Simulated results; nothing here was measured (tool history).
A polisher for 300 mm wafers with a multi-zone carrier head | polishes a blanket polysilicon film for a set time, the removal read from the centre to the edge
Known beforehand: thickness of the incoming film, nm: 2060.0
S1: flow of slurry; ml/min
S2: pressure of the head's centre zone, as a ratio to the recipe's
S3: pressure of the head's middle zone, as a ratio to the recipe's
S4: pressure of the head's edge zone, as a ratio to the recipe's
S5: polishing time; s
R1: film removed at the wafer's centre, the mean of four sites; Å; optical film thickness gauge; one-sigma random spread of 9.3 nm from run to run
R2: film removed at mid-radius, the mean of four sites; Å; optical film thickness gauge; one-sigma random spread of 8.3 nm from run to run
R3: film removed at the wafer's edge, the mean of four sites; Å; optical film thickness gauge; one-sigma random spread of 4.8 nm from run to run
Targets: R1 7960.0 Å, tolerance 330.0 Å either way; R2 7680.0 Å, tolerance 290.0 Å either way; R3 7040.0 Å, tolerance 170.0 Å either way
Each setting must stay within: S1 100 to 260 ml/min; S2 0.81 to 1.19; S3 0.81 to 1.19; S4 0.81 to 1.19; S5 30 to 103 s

run	hour	S1	S2	S3	S4	S5	R1	R2	R3
1	0.0	165	1.00	1.00	1.00	66	6212.5	6448.0	6045.2
2	3.4	180	1.00	1.00	1.00	66	6280.8	6611.3	6013.8
3	8.8	185	1.03	1.01	1.03	68	6759.9	6744.3	6373.8
4	12.4	195	1.05	1.03	1.04	69	6996.3	7191.2	6438.8
5	19.8	155	1.05	1.03	1.04	69	6624.7	6920.2	6287.5
6	27.0	155	1.12	1.03	1.04	69	7200.5	6931.7	6305.8
7	35.5	170	1.12	1.04	1.06	70	7304.2	7119.5	6629.1
8	44.5	180	1.13	1.05	1.06	70	7492.3	7195.4	6601.0
9	49.6	190	1.13	1.06	1.07	70	7438.7	7322.1	6646.7
10	50.6	195	1.14	1.06	1.08	70	7832.8	7325.9	6719.1
11	57.4	195	1.14	1.06	1.08	70	7649.4	7383.7	6694.7

4 next moves are on the table. One of them brings every result within its allowed miss. Which?
A	64.2	235	1.18	1.16	1.06	73	?	?	?
B	64.2	190	1.03	1.03	1.19	74	?	?	?
C	64.2	190	1.18	1.15	1.10	77	?	?	?
D	64.2	145	1.14	1.06	1.07	76	?	?	?

move	R1	R2	R3
A	8616.8	8494.1	6954.8
B	7409.6	7599.0	7340.7
C	8848.6	8682.7	7336.9
D	8112.9	7726.3	6980.0
A: meets the target for the result that was furthest off, but another lies outside its allowed miss
B: the result that was furthest off in the last run now lies on the other side of its target
C: the result that was furthest off in the last run now lies on the other side of its target
D: each result inside its tolerance
Answer: D

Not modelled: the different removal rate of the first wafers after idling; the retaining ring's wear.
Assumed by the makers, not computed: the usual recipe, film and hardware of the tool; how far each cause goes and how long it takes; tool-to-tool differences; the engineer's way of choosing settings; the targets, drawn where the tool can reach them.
